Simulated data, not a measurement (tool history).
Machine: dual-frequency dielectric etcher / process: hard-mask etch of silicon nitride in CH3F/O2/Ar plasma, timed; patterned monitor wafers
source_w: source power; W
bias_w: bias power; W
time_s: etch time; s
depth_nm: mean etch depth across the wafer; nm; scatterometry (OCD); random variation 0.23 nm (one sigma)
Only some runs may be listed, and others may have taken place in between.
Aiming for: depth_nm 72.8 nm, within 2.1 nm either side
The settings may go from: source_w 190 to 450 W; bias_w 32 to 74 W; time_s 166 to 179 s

Run 1, day 0: source_w 320 W, bias_w 53 W, time_s 179 s. Result: depth_nm 107.96 nm.
Run 2, day 0.15: source_w 300 W, bias_w 49 W, time_s 176.5 s. Result: depth_nm 99.41 nm.
Run 3, day 0.171: source_w 280 W, bias_w 46 W, time_s 175 s. Result: depth_nm 91.981 nm.
Run 4, day 0.488: source_w 270 W, bias_w 44 W, time_s 174 s. Result: depth_nm 86.91 nm.
Run 5, day 0.55: source_w 260 W, bias_w 43 W, time_s 174 s. Result: depth_nm 84.886 nm.
Run 6, day 0.792: source_w 250 W, bias_w 42 W, time_s 174 s. Result: depth_nm 81.844 nm.
Run 7, day 1.154: source_w 240 W, bias_w 42 W, time_s 174 s. Result: depth_nm 80.422 nm.
Run 8, day 1.417: source_w 240 W, bias_w 42 W, time_s 174 s. Result: depth_nm 80.025 nm.
Run 9, day 1.721: source_w 200 W, bias_w 35 W, time_s 168.5 s. Result: depth_nm 63.292 nm.

Exactly one of the 4 candidate moves below puts every result within its allowed miss. Which one?
Run A, day 2.025: source_w 200 W, bias_w 38 W, time_s 173 s. Result: depth_nm ?.
Run B, day 2.025: source_w 210 W, bias_w 45 W, time_s 174.5 s. Result: depth_nm ?.
Run C, day 2.025: source_w 200 W, bias_w 39 W, time_s 172.5 s. Result: depth_nm ?.
Run D, day 2.025: source_w 230 W, bias_w 37 W, time_s 174.5 s. Result: depth_nm ?.

move  depth_nm
   A    68.751
   B    78.531
   C    69.629
   D    73.503
A: closer than the last run, but not yet in spec
B: pushes the last run's worst result past its target
C: closer than the last run, but not yet in spec
D: every result lands within tolerance
The right move is D.
